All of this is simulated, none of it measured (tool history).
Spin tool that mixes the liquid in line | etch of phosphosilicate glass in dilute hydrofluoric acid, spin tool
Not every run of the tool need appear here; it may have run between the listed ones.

| run | day | temperature setpoint of the liquid (K) | parts of water to one part of 49 % hydrofluoric acid (parts by volume) | time under the liquid (s) | thickness taken off the phosphosilicate glass on a monitor wafer (nm) |
|---|---|---|---|---|---|
| 1 | 0 | 293.15 | 205 | 45 | 15.129 |
| 2 | 0.35 | 293.15 | 250 | 45 | 12.121 |
| 3 | 0.633 | 292.15 | 265 | 45 | 10.689 |
| 4 | 0.775 | 292.15 | 210 | 45 | 14.04 |
| 5 | 1.083 | 292.15 | 210 | 45 | 14.53 |
| 6 | 1.388 | 292.15 | 210 | 30 | 9.3949 |

What will run 7 give?
| 7 | 1.442 | 291.65 | 210 | 30 | ? |

{"run 7": {"thickness taken off the phosphosilicate glass on a monitor wafer (nm)": 9.3633}}

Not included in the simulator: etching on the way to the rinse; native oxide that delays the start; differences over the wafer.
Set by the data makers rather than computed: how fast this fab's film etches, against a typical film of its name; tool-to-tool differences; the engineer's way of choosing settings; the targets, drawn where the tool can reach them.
